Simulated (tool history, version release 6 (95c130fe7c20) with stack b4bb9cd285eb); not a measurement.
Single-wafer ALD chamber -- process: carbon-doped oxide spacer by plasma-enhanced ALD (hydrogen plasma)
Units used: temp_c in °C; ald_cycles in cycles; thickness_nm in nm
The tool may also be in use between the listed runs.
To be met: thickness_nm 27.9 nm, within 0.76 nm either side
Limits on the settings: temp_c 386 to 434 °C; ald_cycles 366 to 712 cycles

run  hour  temp_c  ald_cycles  thickness_nm
  1     0     410         539        22.805
  2   1.9     414         539         22.61
  3   3.8     414         586         24.48
  4   8.8     419         586        24.196
  5   9.4     419         643        26.608
  6  15.1     423         643        26.297
  7  22.9     422         649        26.457
  8  26.9     422         649        26.418
     33.7  -- thermocouple changed; heater temperature recalibrated
  9  33.7     421         655        26.578
 10  34.7     421         663        26.838

Which one of the following 5 next-run settings gets every result inside its allowed miss? There is exactly one.
  A  35.7     419         602             ?
  B  35.7     423         609             ?
  C  35.7     417         685             ?
  D  35.7     424         643             ?
  E  35.7     420         644             ?

move  thickness_nm
   A        24.408
   B        24.416
   C        27.928
   D        25.707
   E        26.038
A: further off than the last run
B: further off than the last run
C: in spec on every target
D: further off than the last run
E: further off than the last run
Answer: C

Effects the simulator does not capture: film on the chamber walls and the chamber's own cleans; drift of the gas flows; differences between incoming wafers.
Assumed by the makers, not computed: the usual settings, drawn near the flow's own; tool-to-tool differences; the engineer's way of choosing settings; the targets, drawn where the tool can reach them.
